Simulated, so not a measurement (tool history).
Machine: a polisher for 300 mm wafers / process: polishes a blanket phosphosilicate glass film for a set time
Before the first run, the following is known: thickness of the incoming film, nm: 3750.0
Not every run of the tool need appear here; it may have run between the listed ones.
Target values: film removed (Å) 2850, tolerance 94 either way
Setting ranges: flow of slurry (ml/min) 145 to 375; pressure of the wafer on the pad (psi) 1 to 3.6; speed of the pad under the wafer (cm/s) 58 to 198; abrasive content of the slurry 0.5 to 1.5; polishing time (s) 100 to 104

run  hour  flow of slurry (ml/min)  pressure of the wafer on the pad (psi)  speed of the pad under the wafer (cm/s)  abrasive content of the slurry  polishing time (s)  film removed (Å)
  1     0                      240                                     2.3                                      128                               1                 100            7356.7
  2   5.9                      240                                     2.1                                      120                               1                 100            6360.1
  3   8.8                      240                                     2.1                                      120                               1                 100            6335.3
  4  12.3                      240                                     2.1                                      120                             0.8                 100            5818.6
  5  15.3                      240                                     2.1                                      120                             0.9                 100            6062.8
  6  22.7                      240                                     2.1                                       98                             0.9                 100              5163
  7  30.5                      240                                     2.1                                       98                             0.9                 100            5172.7
  8  37.8                      240                                       2                                       96                             0.9                 100            4829.5
  9  43.6                      240                                     1.9                                       96                             0.9                 100            4611.9

Consider the 4 candidate settings below. Which is the only one whose results all fall within their allowed miss of target?
  A  49.4                      245                                     1.4                                       92                            0.75                 100                 ?
  B  49.4                      290                                     1.6                                       76                            0.55                 100                 ?
  C  49.4                      250                                     1.6                                       70                            0.85                 100                 ?
  D  49.4                      195                                     1.7                                       66                             0.8                 100                 ?

move  film removed (Å)
   A            3114.5
   B            2587.9
   C            2989.3
   D              2830
A: nearer the targets than the last run, but a result is still out of spec
B: carries the result that was furthest off beyond its target, to the other side
C: nearer the targets than the last run, but a result is still out of spec
D: all results land within tolerance of their targets
The right move is D.
